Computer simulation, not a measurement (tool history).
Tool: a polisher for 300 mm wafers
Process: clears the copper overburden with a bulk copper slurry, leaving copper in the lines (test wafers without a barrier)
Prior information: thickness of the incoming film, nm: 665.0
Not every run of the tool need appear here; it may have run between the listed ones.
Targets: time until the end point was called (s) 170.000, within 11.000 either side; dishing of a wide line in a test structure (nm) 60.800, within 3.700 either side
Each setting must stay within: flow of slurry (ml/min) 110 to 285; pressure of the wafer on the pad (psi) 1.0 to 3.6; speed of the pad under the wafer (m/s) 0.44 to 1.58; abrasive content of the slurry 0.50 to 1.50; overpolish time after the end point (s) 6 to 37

run,day,flow of slurry (ml/min),pressure of the wafer on the pad (psi),speed of the pad under the wafer (m/s),abrasive content of the slurry,overpolish time after the end point (s),time until the end point was called (s),dishing of a wide line in a test structure (nm)
1,0.000,180,2.3,1.00,1.00,19,87.290,74.157
2,0.050,180,2.1,0.98,1.00,20,100.110,71.701
3,0.342,180,2.1,1.22,1.00,20,80.529,81.248
4,0.500,180,1.9,1.22,1.00,20,91.143,75.149
5,0.554,180,1.9,1.00,1.00,20,105.900,65.806
6,0.762,180,1.9,1.00,1.00,27,107.330,80.370
7,1.012,180,1.8,1.00,1.00,27,113.850,77.988
8,1.321,180,1.7,1.00,1.00,27,117.210,73.630
9,1.512,180,1.6,1.00,1.00,28,125.260,72.864
10,1.796,180,1.0,0.96,1.00,30,204.490,53.250

Which of these 5 next moves meets every target?
A,2.079,225,1.1,0.88,0.90,37,?,?
B,2.079,150,1.4,1.02,1.00,20,?,?
C,2.079,190,1.3,0.92,1.00,31,?,?
D,2.079,170,1.4,1.00,1.15,29,?,?
E,2.079,190,1.3,1.06,1.00,27,?,?

move,time until the end point was called (s),dishing of a wide line in a test structure (nm)
A,200.870,60.619
B,144.600,52.784
C,164.880,63.513
D,140.440,68.108
E,143.720,63.483
A: closer than the last run, but not yet in spec
B: the result that was furthest off in the last run now lies on the other side of its target
C: meets every target
D: the result that was furthest off in the last run now lies on the other side of its target
E: the result that was furthest off in the last run now lies on the other side of its target
C is the move that brings every result within its allowed miss.
